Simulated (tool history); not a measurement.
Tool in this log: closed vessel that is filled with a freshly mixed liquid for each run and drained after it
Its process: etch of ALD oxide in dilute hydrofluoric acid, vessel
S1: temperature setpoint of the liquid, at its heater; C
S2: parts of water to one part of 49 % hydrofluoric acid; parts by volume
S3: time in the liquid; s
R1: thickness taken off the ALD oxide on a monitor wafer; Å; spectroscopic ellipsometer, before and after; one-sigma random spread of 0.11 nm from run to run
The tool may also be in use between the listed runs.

run 1 day=0.000 | S1=25.0 S2=120 S3=105 | R1=116.61
run 2 day=0.104 | S1=25.5 S2=120 S3=105 | R1=119.86
run 3 day=0.358 | S1=26.0 S2=120 S3=105 | R1=120.38
run 4 day=0.688 | S1=26.5 S2=120 S3=105 | R1=124.12
run 5 day=0.946 | S1=27.0 S2=120 S3=105 | R1=126.44
run 6 day=1.179 | S1=27.5 S2=120 S3=105 | R1=128.24
run 7 day=1.379 | S1=28.0 S2=120 S3=105 | R1=130.01

Run 8 is up next; what results do you expect?
run 8 day=1.579 | S1=28.5 S2=120 S3=105 | R1=?

Logged for run 8: R1 132.80 Å.
